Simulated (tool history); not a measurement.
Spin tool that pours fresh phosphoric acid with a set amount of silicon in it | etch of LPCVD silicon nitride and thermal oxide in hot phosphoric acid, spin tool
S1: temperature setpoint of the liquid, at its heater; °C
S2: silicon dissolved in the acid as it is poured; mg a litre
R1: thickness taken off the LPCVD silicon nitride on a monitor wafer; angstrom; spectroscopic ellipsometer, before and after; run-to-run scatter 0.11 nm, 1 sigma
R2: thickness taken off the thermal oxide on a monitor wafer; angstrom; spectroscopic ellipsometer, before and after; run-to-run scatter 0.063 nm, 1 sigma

run 1 hour=0.0 | S1=161.0 S2=29.5 time_under_the_liquid_(s)=180 | R1=148.97 R2=2.8761
run 2 hour=1.4 | S1=162.0 S2=28.5 time_under_the_liquid_(s)=190 | R1=163.06 R2=2.6626
run 3 hour=7.5 | S1=162.0 S2=28.5 time_under_the_liquid_(s)=160 | R1=136.64 R2=1.8727
run 4 hour=10.5 | S1=162.0 S2=28.5 time_under_the_liquid_(s)=235 | R1=203.62 R2=2.7350
run 5 hour=19.0 | S1=162.5 S2=23.5 time_under_the_liquid_(s)=240 | R1=209.19 R2=4.6183
run 6 hour=25.4 | S1=161.5 S2=23.5 time_under_the_liquid_(s)=240 | R1=201.07 R2=3.5977
run 7 hour=30.9 | S1=162.0 S2=21.5 time_under_the_liquid_(s)=240 | R1=205.87 R2=4.4639

Expected results for the next run?
run 8 hour=40.0 | S1=162.5 S2=20.0 time_under_the_liquid_(s)=240 | R1=? R2=?

R1: 210.36 angstrom
R2: 4.4389 angstrom
